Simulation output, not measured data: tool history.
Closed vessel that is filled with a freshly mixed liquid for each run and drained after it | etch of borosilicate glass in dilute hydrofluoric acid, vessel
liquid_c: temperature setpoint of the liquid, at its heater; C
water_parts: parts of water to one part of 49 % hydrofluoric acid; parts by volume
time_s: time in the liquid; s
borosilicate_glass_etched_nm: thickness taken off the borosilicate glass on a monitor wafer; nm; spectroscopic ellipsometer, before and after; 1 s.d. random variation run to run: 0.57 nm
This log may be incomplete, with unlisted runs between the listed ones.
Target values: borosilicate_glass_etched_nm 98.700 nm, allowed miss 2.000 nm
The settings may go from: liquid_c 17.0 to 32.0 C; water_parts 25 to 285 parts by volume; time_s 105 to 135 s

run    day  liquid_c  water_parts  time_s  borosilicate_glass_etched_nm
  1  0.000      24.0          155     135                        34.400
  2  0.167      24.0          155     135                        34.121
  3  0.208      25.5          135     135                        43.190
  4  0.375      27.5          135     135                        45.473
  5  0.500      28.5          120     135                        54.817
  6  0.612      29.0          110     135                        61.570
  7  0.933      32.0           60     135                       135.800
  8  1.183      31.0           60     135                       130.820
  9  1.350      30.0           60     135                       125.980
 10  1.412      28.5           60     135                       118.350
 11  1.758      27.5           60     135                       114.120
 12  1.838      27.5           60     135                       114.920
 13  1.867      26.5           60     135                       110.330
 14  2.238      26.0           60     135                       108.190
 15  2.604      25.5           60     135                       106.740
 16  2.954      25.0           60     135                       103.420

Next run, 4 choices. One meets every target within its allowed miss, the rest don't. Which?
  A  3.304      30.0           65     115                             ?
  B  3.304      29.0           65     135                             ?
  C  3.304      25.5           55     130                             ?
  D  3.304      24.5           55     125                             ?

move  borosilicate_glass_etched_nm
   A                        99.094
   B                       111.890
   C                       112.380
   D                       103.750
A: in spec on every target
B: moves away from the targets compared with the last run
C: moves away from the targets compared with the last run
D: moves away from the targets compared with the last run
So the answer is move A, the one that meets all the targets.
